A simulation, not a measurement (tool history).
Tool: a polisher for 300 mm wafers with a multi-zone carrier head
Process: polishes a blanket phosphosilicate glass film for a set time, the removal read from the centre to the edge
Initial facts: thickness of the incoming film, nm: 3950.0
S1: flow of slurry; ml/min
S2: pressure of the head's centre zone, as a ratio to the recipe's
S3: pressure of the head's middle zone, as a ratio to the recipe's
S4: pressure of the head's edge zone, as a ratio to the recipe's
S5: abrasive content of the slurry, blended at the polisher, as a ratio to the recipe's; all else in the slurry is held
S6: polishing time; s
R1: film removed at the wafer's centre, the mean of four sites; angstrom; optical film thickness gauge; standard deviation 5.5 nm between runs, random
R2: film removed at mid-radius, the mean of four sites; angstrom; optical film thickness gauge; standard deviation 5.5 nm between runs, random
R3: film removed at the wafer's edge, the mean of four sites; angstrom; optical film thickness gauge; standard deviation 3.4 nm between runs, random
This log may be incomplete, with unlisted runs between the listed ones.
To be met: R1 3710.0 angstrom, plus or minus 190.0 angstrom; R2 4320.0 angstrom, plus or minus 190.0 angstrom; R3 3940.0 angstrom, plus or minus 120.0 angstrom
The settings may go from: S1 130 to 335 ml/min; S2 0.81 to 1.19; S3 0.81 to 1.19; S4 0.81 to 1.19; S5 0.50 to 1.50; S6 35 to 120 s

Run 1, day 0.000: S1 215 ml/min, S2 1.00, S3 1.00, S4 1.00, S5 1.00, S6 77 s. Result: R1 6690.9 angstrom, R2 6568.0 angstrom, R3 6630.9 angstrom.
Run 2, day 0.171: S1 180 ml/min, S2 1.00, S3 1.00, S4 1.00, S5 1.00, S6 77 s. Result: R1 6723.7 angstrom, R2 6391.7 angstrom, R3 6394.0 angstrom.
Run 3, day 0.400: S1 180 ml/min, S2 0.98, S3 1.00, S4 0.99, S5 0.95, S6 75 s. Result: R1 6034.4 angstrom, R2 6110.6 angstrom, R3 6162.5 angstrom.
Run 4, day 0.488: S1 175 ml/min, S2 0.98, S3 1.01, S4 0.97, S5 0.90, S6 73 s. Result: R1 5958.4 angstrom, R2 5874.3 angstrom, R3 5873.7 angstrom.
Run 5, day 0.754: S1 200 ml/min, S2 0.98, S3 1.01, S4 0.97, S5 0.90, S6 73 s. Result: R1 5991.4 angstrom, R2 5870.5 angstrom, R3 5994.5 angstrom.
Run 6, day 0.896: S1 200 ml/min, S2 1.06, S3 1.01, S4 0.97, S5 0.90, S6 73 s. Result: R1 6765.6 angstrom, R2 6011.4 angstrom, R3 5935.2 angstrom.
Run 7, day 1.162: S1 195 ml/min, S2 1.04, S3 1.03, S4 0.96, S5 0.85, S6 71 s. Result: R1 6212.1 angstrom, R2 5911.4 angstrom, R3 5698.5 angstrom.
Run 8, day 1.325: S1 190 ml/min, S2 1.03, S3 1.04, S4 0.95, S5 0.80, S6 69 s. Result: R1 5831.4 angstrom, R2 5487.3 angstrom, R3 5408.6 angstrom.
Run 9, day 1.571: S1 185 ml/min, S2 1.02, S3 1.06, S4 0.94, S5 0.75, S6 67 s. Result: R1 5426.0 angstrom, R2 5380.6 angstrom, R3 5103.8 angstrom.
Run 10, day 1.762: S1 180 ml/min, S2 1.01, S3 1.07, S4 0.93, S5 0.70, S6 66 s. Result: R1 5214.5 angstrom, R2 5161.7 angstrom, R3 4881.6 angstrom.
Run 11, day 2.046: S1 175 ml/min, S2 1.00, S3 1.08, S4 0.92, S5 0.65, S6 65 s. Result: R1 4885.3 angstrom, R2 5095.8 angstrom, R3 4737.7 angstrom.
Run 12, day 2.312: S1 170 ml/min, S2 0.99, S3 1.08, S4 0.91, S5 0.65, S6 64 s. Result: R1 4714.0 angstrom, R2 4912.8 angstrom, R3 4580.9 angstrom.
Run 13, day 2.550: S1 165 ml/min, S2 0.98, S3 1.08, S4 0.90, S5 0.65, S6 64 s. Result: R1 4736.3 angstrom, R2 4917.0 angstrom, R3 4609.2 angstrom.
Run 14, day 2.892: S1 165 ml/min, S2 0.97, S3 1.09, S4 0.90, S5 0.65, S6 63 s. Result: R1 4659.7 angstrom, R2 4977.3 angstrom, R3 4455.7 angstrom.
Run 15, day 2.992: S1 150 ml/min, S2 0.87, S3 1.02, S4 0.87, S5 0.50, S6 61 s. Result: R1 3525.4 angstrom, R2 4034.9 angstrom, R3 3895.3 angstrom.

Next run, 4 choices. One meets every target within its allowed miss, the rest don't. Which?
Run A, day 3.092: S1 155 ml/min, S2 0.93, S3 1.12, S4 0.82, S5 0.55, S6 64 s. Result: R1 ?, R2 ?, R3 ?.
Run B, day 3.092: S1 140 ml/min, S2 0.89, S3 1.08, S4 0.84, S5 0.50, S6 62 s. Result: R1 ?, R2 ?, R3 ?.
Run C, day 3.092: S1 175 ml/min, S2 1.00, S3 1.04, S4 0.81, S5 0.55, S6 60 s. Result: R1 ?, R2 ?, R3 ?.
Run D, day 3.092: S1 145 ml/min, S2 0.85, S3 1.02, S4 0.88, S5 0.55, S6 63 s. Result: R1 ?, R2 ?, R3 ?.

move      R1      R2      R3
   A  4117.8  4804.3  4171.5
   B  3623.8  4299.3  3906.4
   C  4268.1  4332.1  3971.5
   D  3636.2  4302.2  4153.1
A: takes the biggest miss from the last run beyond its target
B: all results in spec
C: corrects the largest miss of the last run, while another result sits out of spec
D: corrects the largest miss of the last run, while another result sits out of spec
Answer: B

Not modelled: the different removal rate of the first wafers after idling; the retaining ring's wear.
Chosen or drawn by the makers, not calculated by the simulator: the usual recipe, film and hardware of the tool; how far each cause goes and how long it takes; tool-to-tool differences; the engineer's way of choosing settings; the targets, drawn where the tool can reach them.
